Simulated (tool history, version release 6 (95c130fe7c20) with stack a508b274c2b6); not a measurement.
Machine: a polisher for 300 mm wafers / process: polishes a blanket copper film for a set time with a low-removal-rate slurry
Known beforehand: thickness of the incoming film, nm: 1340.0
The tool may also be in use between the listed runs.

run    day  flow of slurry (ml/min)  pressure of the wafer on the pad (kPa)  speed of the pad under the wafer (m/s)  abrasive content of the slurry  polishing time (s)  film removed (angstrom)
  1  0.000                      190                                    13.8                                    1.40                             1.0                  93                   3351.0
  2  0.217                      195                                    15.2                                    1.40                             1.0                  93                   3677.2
  3  0.533                      195                                    15.9                                    1.40                             1.0                  93                   3810.7
  4  0.654                      175                                    15.9                                    1.40                             1.0                  93                   3729.9
  5  0.833                      175                                    15.9                                    1.40                             1.1                  93                   3788.8
  6  1.025                      135                                    15.9                                    1.40                             1.1                  93                   3570.2

Expected results for the next run?
  7  1.129                      165                                    16.5                                    1.40                             1.1                  93                        ?

{"run 7": {"film removed (angstrom)": 3992.2}}
